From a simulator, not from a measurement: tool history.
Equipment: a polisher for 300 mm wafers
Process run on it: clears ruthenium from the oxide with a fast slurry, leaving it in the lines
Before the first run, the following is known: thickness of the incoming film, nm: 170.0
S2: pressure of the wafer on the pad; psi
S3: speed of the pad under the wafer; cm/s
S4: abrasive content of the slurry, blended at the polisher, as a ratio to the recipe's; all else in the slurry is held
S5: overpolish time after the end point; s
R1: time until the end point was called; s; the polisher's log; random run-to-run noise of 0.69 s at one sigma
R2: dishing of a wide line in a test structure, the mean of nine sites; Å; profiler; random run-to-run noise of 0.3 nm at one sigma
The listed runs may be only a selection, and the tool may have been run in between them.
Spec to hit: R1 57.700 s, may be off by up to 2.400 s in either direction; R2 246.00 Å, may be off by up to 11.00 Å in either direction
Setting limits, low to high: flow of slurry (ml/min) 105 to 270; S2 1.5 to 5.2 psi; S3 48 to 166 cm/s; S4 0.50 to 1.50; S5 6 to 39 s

run 1 hour=0.0 | flow_of_slurry_(ml/min)=175 S2=3.3 S3=106 S4=1.00 S5=20 | R1=32.546 R2=605.16
run 2 hour=6.2 | flow_of_slurry_(ml/min)=180 S2=3.0 S3=102 S4=1.00 S5=17 | R1=36.802 R2=498.92
run 3 hour=7.0 | flow_of_slurry_(ml/min)=185 S2=2.7 S3=100 S4=1.00 S5=14 | R1=42.371 R2=397.20
run 4 hour=9.6 | flow_of_slurry_(ml/min)=185 S2=2.5 S3=100 S4=1.00 S5=13 | R1=44.468 R2=358.10
run 5 hour=17.5 | flow_of_slurry_(ml/min)=185 S2=1.8 S3=100 S4=1.00 S5=13 | R1=60.434 R2=271.53
run 6 hour=26.0 | flow_of_slurry_(ml/min)=185 S2=1.8 S3=100 S4=1.00 S5=12 | R1=61.254 R2=252.77
run 7 hour=27.7 | flow_of_slurry_(ml/min)=190 S2=1.8 S3=100 S4=1.00 S5=12 | R1=60.484 R2=253.86
run 8 hour=32.8 | flow_of_slurry_(ml/min)=195 S2=1.8 S3=100 S4=1.00 S5=11 | R1=60.774 R2=237.79

Exercise: of the 5 proposed moves below, exactly one satisfies all targets within the stated allowed misses. Which move is it?
run A hour=37.9 | flow_of_slurry_(ml/min)=195 S2=1.7 S3=98 S4=0.95 S5=12 | R1=? R2=?
run B hour=37.9 | flow_of_slurry_(ml/min)=240 S2=1.9 S3=92 S4=0.90 S5=11 | R1=? R2=?
run C hour=37.9 | flow_of_slurry_(ml/min)=180 S2=1.5 S3=112 S4=1.25 S5=10 | R1=? R2=?
run D hour=37.9 | flow_of_slurry_(ml/min)=235 S2=2.9 S3=76 S4=0.80 S5=11 | R1=? R2=?
run E hour=37.9 | flow_of_slurry_(ml/min)=195 S2=1.9 S3=84 S4=1.05 S5=12 | R1=? R2=?

move=A R1=67.671 R2=229.41
move=B R1=65.321 R2=219.11
move=C R1=57.884 R2=224.16
move=D R1=57.103 R2=246.78
move=E R1=65.682 R2=235.55
A: lands further from the targets than the last run did
B: lands further from the targets than the last run did
C: gets the furthest-off result to its target, but another result is out of tolerance
D: hits every target within its allowed miss
E: lands further from the targets than the last run did
Correct choice: D, which meets every target
